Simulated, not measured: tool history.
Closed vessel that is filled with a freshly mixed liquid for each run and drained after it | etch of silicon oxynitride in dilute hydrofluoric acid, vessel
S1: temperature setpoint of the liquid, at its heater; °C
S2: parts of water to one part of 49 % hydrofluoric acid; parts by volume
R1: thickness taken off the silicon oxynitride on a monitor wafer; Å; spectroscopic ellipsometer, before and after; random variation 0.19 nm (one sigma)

Run 1, hour 0.0: S1 22.0 °C, S2 280 parts by volume, time in the liquid (s) 3250. Result: R1 148.80 Å.
Run 2, hour 8.5: S1 24.5 °C, S2 260 parts by volume, time in the liquid (s) 3250. Result: R1 180.80 Å.
Run 3, hour 14.1: S1 24.5 °C, S2 170 parts by volume, time in the liquid (s) 3250. Result: R1 298.92 Å.
Run 4, hour 22.4: S1 24.5 °C, S2 90 parts by volume, time in the liquid (s) 3250. Result: R1 597.61 Å.
Run 5, hour 25.1: S1 22.5 °C, S2 115 parts by volume, time in the liquid (s) 3250. Result: R1 423.07 Å.
Run 6, hour 27.8: S1 21.0 °C, S2 125 parts by volume, time in the liquid (s) 3250. Result: R1 356.98 Å.
Run 7, hour 34.9: S1 17.0 °C, S2 125 parts by volume, time in the liquid (s) 3250. Result: R1 294.45 Å.

Run 8 comes next. What will it give?
Run 8, hour 39.6: S1 17.0 °C, S2 130 parts by volume, time in the liquid (s) 3250. Result: R1 ?.

R1: 283.24 Å
